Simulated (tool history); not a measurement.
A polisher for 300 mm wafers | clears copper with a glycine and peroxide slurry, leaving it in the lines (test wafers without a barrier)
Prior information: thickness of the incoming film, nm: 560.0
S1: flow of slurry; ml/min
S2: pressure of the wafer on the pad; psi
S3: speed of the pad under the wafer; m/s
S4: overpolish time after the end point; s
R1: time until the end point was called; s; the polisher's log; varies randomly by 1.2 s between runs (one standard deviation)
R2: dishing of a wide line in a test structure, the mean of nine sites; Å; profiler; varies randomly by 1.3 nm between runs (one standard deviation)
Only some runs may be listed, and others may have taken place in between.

run,hour,S1,S2,S3,S4,R1,R2
1,0.0,250,3.4,1.20,26,70.716,930.96
2,8.9,250,3.7,1.20,26,61.828,988.69
3,18.0,245,3.6,1.22,20,63.355,822.08
4,22.9,245,3.6,1.36,20,57.925,882.54
5,23.7,245,3.6,1.36,31,60.548,1088.30
6,31.5,235,3.3,1.38,23,62.983,949.31

What does the tool deliver on the next run?
7,34.1,260,3.3,1.28,18,?,?

{"run 7": {"R1": 63.633, "R2": 766.17}}
